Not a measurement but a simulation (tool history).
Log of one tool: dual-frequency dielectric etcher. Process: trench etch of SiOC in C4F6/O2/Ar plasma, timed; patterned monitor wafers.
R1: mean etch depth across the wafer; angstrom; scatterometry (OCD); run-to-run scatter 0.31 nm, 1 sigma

{"run": 1, "hour": 0.0, "source power (kW)": 0.41, "bias power (kW)": 0.147, "etch time (s)": 25, "R1": 540.31}
{"run": 2, "hour": 4.9, "source power (kW)": 0.41, "bias power (kW)": 0.147, "etch time (s)": 26, "R1": 557.37}
{"run": 3, "hour": 12.0, "source power (kW)": 0.41, "bias power (kW)": 0.131, "etch time (s)": 26, "R1": 528.78}
{"run": 4, "hour": 15.2, "source power (kW)": 0.37, "bias power (kW)": 0.126, "etch time (s)": 26, "R1": 497.69}
{"run": 5, "hour": 24.0, "source power (kW)": 0.35, "bias power (kW)": 0.124, "etch time (s)": 26, "R1": 482.25}
{"run": 6, "hour": 29.8, "source power (kW)": 0.35, "bias power (kW)": 0.124, "etch time (s)": 26, "R1": 482.78}

Run 7 comes next. What will it give?
{"run": 7, "hour": 37.4, "source power (kW)": 0.33, "bias power (kW)": 0.123, "etch time (s)": 26, "R1": "?"}

For run 7 the tool returned R1 475.60 angstrom.
